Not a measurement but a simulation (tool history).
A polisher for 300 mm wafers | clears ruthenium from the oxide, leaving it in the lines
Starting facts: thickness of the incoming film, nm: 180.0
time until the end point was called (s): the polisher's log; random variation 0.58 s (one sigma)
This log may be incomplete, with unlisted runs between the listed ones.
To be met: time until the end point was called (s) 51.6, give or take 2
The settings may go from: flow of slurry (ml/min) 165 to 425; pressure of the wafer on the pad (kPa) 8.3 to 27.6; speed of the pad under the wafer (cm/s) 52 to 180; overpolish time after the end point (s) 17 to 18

| run | hour | flow of slurry (ml/min) | pressure of the wafer on the pad (kPa) | speed of the pad under the wafer (cm/s) | overpolish time after the end point (s) | time until the end point was called (s) |
|---|---|---|---|---|---|---|
| 1 | 0 | 275 | 17.9 | 116 | 17 | 101.9 |
| 2 | 5.9 | 275 | 17.9 | 116 | 18 | 99.56 |
| 3 | 10.8 | 320 | 17.9 | 116 | 18 | 99.56 |
| 4 | 12.1 | 320 | 17.9 | 116 | 18 | 98.038 |
| 5 | 21 | 320 | 19.3 | 118 | 18 | 91.076 |
| 6 | 23.5 | 320 | 20.7 | 122 | 18 | 83.85 |
| 7 | 32.3 | 320 | 22.1 | 126 | 18 | 76.545 |
| 8 | 34.9 | 320 | 22.8 | 130 | 18 | 70.802 |
| 9 | 40.6 | 320 | 23.4 | 132 | 18 | 69.268 |
| 10 | 45.6 | 320 | 24.1 | 134 | 18 | 67.068 |

Exercise: of the 4 proposed moves below, exactly one satisfies all targets within the stated allowed misses. Which move is it?
| A | 50.6 | 395 | 26.2 | 174 | 17 | ? |
| B | 50.6 | 315 | 27.6 | 170 | 18 | ? |
| C | 50.6 | 315 | 26.2 | 166 | 17 | ? |
| D | 50.6 | 410 | 26.9 | 176 | 17 | ? |

| move | time until the end point was called (s) |
|---|---|
| A | 48.077 |
| B | 47.687 |
| C | 51.152 |
| D | 46.273 |
A: carries the result that was furthest off beyond its target, to the other side
B: carries the result that was furthest off beyond its target, to the other side
C: every result within its allowed miss
D: carries the result that was furthest off beyond its target, to the other side
Go with C: it meets all targets.
